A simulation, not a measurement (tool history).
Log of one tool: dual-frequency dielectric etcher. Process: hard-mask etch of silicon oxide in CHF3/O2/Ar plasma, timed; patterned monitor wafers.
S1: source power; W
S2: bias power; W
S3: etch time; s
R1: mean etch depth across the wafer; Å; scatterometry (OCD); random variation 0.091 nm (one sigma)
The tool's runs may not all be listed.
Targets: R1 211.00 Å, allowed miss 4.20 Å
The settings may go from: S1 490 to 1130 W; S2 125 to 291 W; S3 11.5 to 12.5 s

run	hour	S1	S2	S3	R1
1	0.0	810	208	12.5	285.02
2	2.0	720	181	12.0	237.97
3	6.7	670	180	12.0	226.77
4	7.6	640	179	12.0	218.30
5	13.8	640	179	12.5	226.84
6	16.9	640	179	12.5	227.58
7	21.0	610	178	12.5	220.16
8	24.4	590	178	12.5	214.36

Which of these 4 next moves meets every target?
A	27.8	590	200	12.0	?
B	27.8	600	186	12.5	?
C	27.8	540	208	12.5	?
D	27.8	550	184	12.5	?

move	R1
A	222.68
B	224.94
C	223.48
D	210.88
A: further off than the last run
B: further off than the last run
C: further off than the last run
D: meets every target
The right move is D.
